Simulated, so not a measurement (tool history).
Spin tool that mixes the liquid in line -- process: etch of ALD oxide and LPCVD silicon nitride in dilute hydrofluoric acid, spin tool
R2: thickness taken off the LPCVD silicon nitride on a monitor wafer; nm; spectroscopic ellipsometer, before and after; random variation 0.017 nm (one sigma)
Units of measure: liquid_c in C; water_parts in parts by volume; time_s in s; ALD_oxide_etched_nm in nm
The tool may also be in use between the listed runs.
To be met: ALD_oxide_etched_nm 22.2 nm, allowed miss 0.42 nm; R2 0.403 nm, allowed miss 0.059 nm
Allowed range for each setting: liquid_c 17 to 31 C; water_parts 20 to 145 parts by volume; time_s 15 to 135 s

run 1 hour=0 | liquid_c=23 water_parts=80 time_s=70 | ALD_oxide_etched_nm=28.214 R2=0.47566
run 2 hour=2 | liquid_c=23 water_parts=80 time_s=50 | ALD_oxide_etched_nm=20.04 R2=0.36414
run 3 hour=3.2 | liquid_c=23.5 water_parts=80 time_s=50 | ALD_oxide_etched_nm=20.497 R2=0.37738
run 4 hour=5 | liquid_c=23.5 water_parts=60 time_s=50 | ALD_oxide_etched_nm=27.95 R2=0.47128
run 5 hour=7.9 | liquid_c=23.5 water_parts=60 time_s=65 | ALD_oxide_etched_nm=36.593 R2=0.63109
run 6 hour=15.9 | liquid_c=22 water_parts=65 time_s=65 | ALD_oxide_etched_nm=31.27 R2=0.53957
run 7 hour=19 | liquid_c=20.5 water_parts=70 time_s=65 | ALD_oxide_etched_nm=27.129 R2=0.45854
run 8 hour=20.1 | liquid_c=19.5 water_parts=70 time_s=65 | ALD_oxide_etched_nm=25.96 R2=0.38687
run 9 hour=21.1 | liquid_c=19.5 water_parts=70 time_s=65 | ALD_oxide_etched_nm=25.832 R2=0.39331
run 10 hour=28.6 | liquid_c=19.5 water_parts=75 time_s=65 | ALD_oxide_etched_nm=24.334 R2=0.40507
run 11 hour=31.4 | liquid_c=19 water_parts=75 time_s=65 | ALD_oxide_etched_nm=23.786 R2=0.35542

Consider the 4 candidate settings below. Which is the only one whose results all fall within their allowed miss of target?
run A hour=34.2 | liquid_c=18.5 water_parts=70 time_s=65 | ALD_oxide_etched_nm=? R2=?
run B hour=34.2 | liquid_c=17 water_parts=60 time_s=50 | ALD_oxide_etched_nm=? R2=?
run C hour=34.2 | liquid_c=17 water_parts=60 time_s=60 | ALD_oxide_etched_nm=? R2=?
run D hour=34.2 | liquid_c=23 water_parts=80 time_s=55 | ALD_oxide_etched_nm=? R2=?

move=A ALD_oxide_etched_nm=25.06 R2=0.38679
move=B ALD_oxide_etched_nm=21.327 R2=0.31101
move=C ALD_oxide_etched_nm=25.593 R2=0.37321
move=D ALD_oxide_etched_nm=22.1 R2=0.3907
A: lands further from the targets than the last run did
B: takes the biggest miss from the last run beyond its target
C: lands further from the targets than the last run did
D: every result lands within tolerance
Go with D: it meets all targets.

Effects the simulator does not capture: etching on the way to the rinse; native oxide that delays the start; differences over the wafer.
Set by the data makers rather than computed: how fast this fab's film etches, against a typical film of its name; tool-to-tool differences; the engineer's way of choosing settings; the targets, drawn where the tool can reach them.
